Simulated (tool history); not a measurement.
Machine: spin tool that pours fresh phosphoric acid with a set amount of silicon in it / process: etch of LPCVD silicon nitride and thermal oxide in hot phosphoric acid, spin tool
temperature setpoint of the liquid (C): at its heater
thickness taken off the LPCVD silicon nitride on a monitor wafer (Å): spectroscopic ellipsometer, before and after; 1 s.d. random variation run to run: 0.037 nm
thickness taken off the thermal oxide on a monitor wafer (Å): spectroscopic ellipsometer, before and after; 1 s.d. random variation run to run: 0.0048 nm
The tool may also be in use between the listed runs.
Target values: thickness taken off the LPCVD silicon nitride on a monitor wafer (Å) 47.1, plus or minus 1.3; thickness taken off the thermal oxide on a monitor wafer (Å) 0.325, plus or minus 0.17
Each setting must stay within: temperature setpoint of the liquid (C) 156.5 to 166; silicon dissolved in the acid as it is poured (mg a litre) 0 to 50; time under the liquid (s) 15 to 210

run  hour  temperature setpoint of the liquid (C)  silicon dissolved in the acid as it is poured (mg a litre)  time under the liquid (s)  thickness taken off the LPCVD silicon nitride on a monitor wafer (Å)  thickness taken off the thermal oxide on a monitor wafer (Å)
  1     0                                     161                                                        25.5                        105                                                                77.988                                                        1.8102
  2   6.1                                     161                                                        25.5                         90                                                                66.859                                                        1.6193
  3  14.7                                   159.5                                                          33                         85                                                                 60.09                                                       0.72639
  4  18.1                                     159                                                          34                         80                                                                56.157                                                       0.57662
  5  26.6                                     159                                                          22                         80                                                                55.815                                                        1.0463
     35.5  -- dissolved silicon flow meter replaced
  6  35.5                                   158.5                                                          26                         75                                                                 51.83                                                       0.91669
  7  36.5                                     158                                                        30.5                         75                                                                50.889                                                        1.0346
  8  38.1                                   158.5                                                        36.5                         70                                                                47.776                                                        0.5505

5 candidate next runs follow, results not yet known. Just one meets every target within its allowed miss. Identify it.
  A  39.7                                   159.5                                                        43.5                         70                                                                     ?                                                             ?
  B  39.7                                     158                                                          49                         70                                                                     ?                                                             ?
  C  39.7                                     160                                                        25.5                         65                                                                     ?                                                             ?
  D  39.7                                   160.5                                                        24.5                         65                                                                     ?                                                             ?
  E  39.7                                     159                                                          25                         65                                                                     ?                                                             ?

move  thickness taken off the LPCVD silicon nitride on a monitor wafer (Å)  thickness taken off the thermal oxide on a monitor wafer (Å)
   A                                                                49.631                                                       0.50791
   B                                                                47.179                                                       0.41272
   C                                                                46.867                                                        1.2555
   D                                                                 47.66                                                         1.347
   E                                                                45.316                                                        1.1854
A: lands further from the targets than the last run did
B: each result inside its tolerance
C: lands further from the targets than the last run did
D: lands further from the targets than the last run did
E: lands further from the targets than the last run did
Answer: B

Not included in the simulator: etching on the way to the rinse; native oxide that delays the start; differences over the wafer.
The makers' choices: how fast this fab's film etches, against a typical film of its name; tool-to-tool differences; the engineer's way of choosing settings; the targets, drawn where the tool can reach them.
